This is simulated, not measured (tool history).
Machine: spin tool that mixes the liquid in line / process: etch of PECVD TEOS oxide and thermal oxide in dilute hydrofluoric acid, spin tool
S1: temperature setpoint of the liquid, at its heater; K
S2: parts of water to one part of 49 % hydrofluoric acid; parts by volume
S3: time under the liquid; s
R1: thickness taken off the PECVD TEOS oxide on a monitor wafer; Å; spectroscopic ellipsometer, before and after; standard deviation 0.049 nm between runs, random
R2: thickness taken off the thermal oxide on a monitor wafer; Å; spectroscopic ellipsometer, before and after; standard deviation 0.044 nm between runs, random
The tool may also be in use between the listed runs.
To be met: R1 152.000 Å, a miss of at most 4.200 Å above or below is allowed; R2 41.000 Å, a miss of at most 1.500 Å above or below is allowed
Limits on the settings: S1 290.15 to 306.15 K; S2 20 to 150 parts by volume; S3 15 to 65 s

run 1 day=0.000 | S1=298.15 S2=85 S3=35 | R1=76.900 R2=20.693
run 2 day=0.129 | S1=299.65 S2=80 S3=35 | R1=87.521 R2=24.003
run 3 day=0.221 | S1=299.65 S2=80 S3=20 | R1=49.933 R2=13.456
run 4 day=0.571 | S1=300.65 S2=70 S3=20 | R1=60.430 R2=16.013
run 5 day=0.629 | S1=301.65 S2=60 S3=20 | R1=73.682 R2=19.584
run 6 day=0.921 | S1=301.65 S2=60 S3=15 | R1=55.687 R2=15.093
run 7 day=1.096 | S1=302.65 S2=55 S3=15 | R1=63.560 R2=17.033
run 8 day=1.296 | S1=302.65 S2=55 S3=15 | R1=63.560 R2=17.178
run 9 day=1.354 | S1=303.15 S2=50 S3=15 | R1=71.691 R2=19.083
run 10 day=1.383 | S1=303.65 S2=45 S3=15 | R1=82.087 R2=21.877
run 11 day=1.729 | S1=304.15 S2=40 S3=15 | R1=95.117 R2=26.124
run 12 day=2.054 | S1=304.65 S2=35 S3=15 | R1=111.210 R2=29.847
run 13 day=2.300 | S1=305.15 S2=35 S3=15 | R1=113.080 R2=30.320
run 14 day=2.504 | S1=305.65 S2=25 S3=15 | R1=165.150 R2=45.300
run 15 day=2.588 | S1=305.15 S2=25 S3=15 | R1=161.620 R2=44.627

4 next moves are on the table. One of them brings every result within its allowed miss. Which?
run A day=2.671 | S1=302.15 S2=25 S3=15 | R1=? R2=?
run B day=2.671 | S1=296.15 S2=20 S3=15 | R1=? R2=?
run C day=2.671 | S1=303.65 S2=25 S3=15 | R1=? R2=?
run D day=2.671 | S1=301.65 S2=25 S3=15 | R1=? R2=?

move=A R1=143.030 R2=37.755
move=B R1=140.360 R2=37.052
move=C R1=151.950 R2=40.109
move=D R1=140.150 R2=36.997
A: the result that was furthest off in the last run now lies on the other side of its target
B: the result that was furthest off in the last run now lies on the other side of its target
C: all results land within tolerance of their targets
D: the result that was furthest off in the last run now lies on the other side of its target
The right move is C.

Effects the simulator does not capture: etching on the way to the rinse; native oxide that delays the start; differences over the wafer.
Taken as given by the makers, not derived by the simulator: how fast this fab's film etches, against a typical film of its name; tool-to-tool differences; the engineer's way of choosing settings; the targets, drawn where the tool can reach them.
